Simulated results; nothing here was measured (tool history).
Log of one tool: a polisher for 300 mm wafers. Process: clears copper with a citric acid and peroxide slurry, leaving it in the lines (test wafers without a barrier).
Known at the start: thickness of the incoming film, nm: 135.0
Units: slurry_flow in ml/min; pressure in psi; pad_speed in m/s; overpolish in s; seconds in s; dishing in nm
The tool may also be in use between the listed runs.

Run 1, day 0.000: slurry_flow 205 ml/min, pressure 2.3 psi, pad_speed 1.08 m/s, slurry_solids 1.00, overpolish 8 s. Result: seconds 67.720 s, dishing 12.083 nm.
Run 2, day 0.054: slurry_flow 205 ml/min, pressure 2.8 psi, pad_speed 1.08 m/s, slurry_solids 1.00, overpolish 8 s. Result: seconds 60.565 s, dishing 14.742 nm.
Run 3, day 0.092: slurry_flow 205 ml/min, pressure 2.5 psi, pad_speed 1.08 m/s, slurry_solids 1.00, overpolish 8 s. Result: seconds 66.510 s, dishing 13.561 nm.
Run 4, day 0.158: slurry_flow 205 ml/min, pressure 2.8 psi, pad_speed 1.12 m/s, slurry_solids 1.00, overpolish 9 s. Result: seconds 57.217 s, dishing 16.581 nm.
Run 5, day 0.533: slurry_flow 205 ml/min, pressure 2.8 psi, pad_speed 1.00 m/s, slurry_solids 1.00, overpolish 9 s. Result: seconds 59.652 s, dishing 16.841 nm.
Run 6, day 0.633: slurry_flow 205 ml/min, pressure 2.8 psi, pad_speed 1.00 m/s, slurry_solids 1.10, overpolish 9 s. Result: seconds 58.542 s, dishing 16.220 nm.
Run 7, day 0.942: slurry_flow 200 ml/min, pressure 3.0 psi, pad_speed 1.00 m/s, slurry_solids 1.05, overpolish 10 s. Result: seconds 59.106 s, dishing 18.333 nm.
Run 8, day 1.292: slurry_flow 215 ml/min, pressure 3.2 psi, pad_speed 1.00 m/s, slurry_solids 1.05, overpolish 10 s. Result: seconds 52.454 s, dishing 20.088 nm.
Run 9, day 1.421: slurry_flow 215 ml/min, pressure 3.2 psi, pad_speed 1.00 m/s, slurry_solids 1.05, overpolish 10 s. Result: seconds 53.060 s, dishing 20.699 nm.

The next listed run, before its measurement:
Run 10, day 1.592: slurry_flow 220 ml/min, pressure 3.3 psi, pad_speed 1.00 m/s, slurry_solids 1.05, overpolish 10 s. Result: seconds ?, dishing ?.

Run 10 gave seconds 50.098 s, dishing 21.818 nm.
